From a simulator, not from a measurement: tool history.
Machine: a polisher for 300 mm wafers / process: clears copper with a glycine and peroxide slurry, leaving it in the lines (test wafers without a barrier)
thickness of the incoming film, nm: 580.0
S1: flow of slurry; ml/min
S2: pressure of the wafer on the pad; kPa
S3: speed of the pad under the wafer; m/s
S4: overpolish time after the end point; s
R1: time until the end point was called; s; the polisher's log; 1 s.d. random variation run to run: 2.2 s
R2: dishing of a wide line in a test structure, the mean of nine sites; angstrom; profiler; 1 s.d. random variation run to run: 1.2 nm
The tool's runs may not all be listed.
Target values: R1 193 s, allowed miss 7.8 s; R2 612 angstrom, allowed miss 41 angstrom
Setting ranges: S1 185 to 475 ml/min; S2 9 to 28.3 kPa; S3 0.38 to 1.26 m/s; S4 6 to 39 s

run  hour   S1    S2    S3  S4      R1      R2
  1     0  305  18.6  0.82  20  166.17  567.14
  2   2.7  305  17.9  0.82  21  169.91  603.83
  3  11.1  305  17.2  0.82  21  176.65  578.77
  4    19  305  17.2  0.72  21  191.65  539.41
  5  25.8  305  21.4  0.72  21  162.96  610.24
  6  26.6  305  20.7  0.72  21  166.99  581.86
  7  33.6  305  20.7  0.72  21  171.14  603.79
       38  -- head pressure recalibrated
  8    38  305    20  0.72  21  159.77  606.89
  9  44.9  305  19.3  0.72  21  165.85  591.76
 10  45.8  305  18.6  0.72  21  172.03  600.18

Which one of the following 5 next-run settings gets every result inside its allowed miss? There is exactly one.
  A  46.7  345  16.5   0.7  32   ?   ?
  B  46.7  290  20.7  0.48  33   ?   ?
  C  46.7  310    20  0.58  24   ?   ?
  D  46.7  260  14.5   0.7  26   ?   ?
  E  46.7  335  17.9  0.64  30   ?   ?

move      R1      R2
   A  189.74  788.27
   B  209.17  761.38
   C  189.27  627.09
   D  210.92  602.59
   E  190.74  748.86
A: brings the last run's worst result on target, with another outside its allowed miss
B: takes the biggest miss from the last run beyond its target
C: in spec on every target
D: takes the biggest miss from the last run beyond its target
E: brings the last run's worst result on target, with another outside its allowed miss
Go with C: it meets all targets.
